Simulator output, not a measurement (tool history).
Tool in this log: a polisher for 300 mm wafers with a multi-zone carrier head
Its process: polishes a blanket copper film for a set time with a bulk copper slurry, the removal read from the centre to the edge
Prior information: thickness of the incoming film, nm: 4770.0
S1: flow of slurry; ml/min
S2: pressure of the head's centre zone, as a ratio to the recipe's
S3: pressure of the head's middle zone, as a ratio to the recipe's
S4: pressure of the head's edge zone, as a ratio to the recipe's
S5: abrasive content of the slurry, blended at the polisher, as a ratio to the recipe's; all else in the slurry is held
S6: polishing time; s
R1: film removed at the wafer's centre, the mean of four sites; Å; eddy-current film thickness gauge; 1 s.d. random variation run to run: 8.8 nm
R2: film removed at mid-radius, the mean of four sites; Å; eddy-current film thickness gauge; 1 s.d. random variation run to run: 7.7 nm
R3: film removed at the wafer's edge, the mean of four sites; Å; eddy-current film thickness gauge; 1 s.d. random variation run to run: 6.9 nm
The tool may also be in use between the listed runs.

run 1 hour=0.0 | S1=150 S2=1.00 S3=1.00 S4=1.00 S5=1.00 S6=80 | R1=12612.0 R2=12678.0 R3=13068.0
run 2 hour=6.0 | S1=150 S2=1.00 S3=1.00 S4=1.00 S5=1.10 S6=80 | R1=12907.0 R2=12958.0 R3=13623.0
run 3 hour=12.3 | S1=150 S2=1.00 S3=0.92 S4=1.00 S5=1.10 S6=80 | R1=13058.0 R2=12005.0 R3=13482.0
run 4 hour=18.5 | S1=140 S2=1.01 S3=0.93 S4=0.94 S5=0.90 S6=65 | R1=9930.6 R2=9101.7 R3=10161.0
run 5 hour=24.7 | S1=140 S2=1.06 S3=0.93 S4=0.94 S5=0.90 S6=65 | R1=10251.0 R2=9371.3 R3=9966.8
run 6 hour=30.2 | S1=135 S2=1.08 S3=0.95 S4=0.91 S5=0.75 S6=55 | R1=8380.2 R2=7497.2 R3=7789.1
-- hour=35.7 edge zone pressure recalibrated
run 7 hour=35.7 | S1=115 S2=1.06 S3=1.02 S4=0.81 S5=0.50 S6=47 | R1=6026.8 R2=5990.2 R3=5262.6

Run 8 is up next; what results do you expect?
run 8 hour=42.9 | S1=140 S2=1.06 S3=0.96 S4=0.87 S5=0.50 S6=46 | R1=? R2=? R3=?

R1: 6153.2 Å
R2: 5504.9 Å
R3: 5547.0 Å
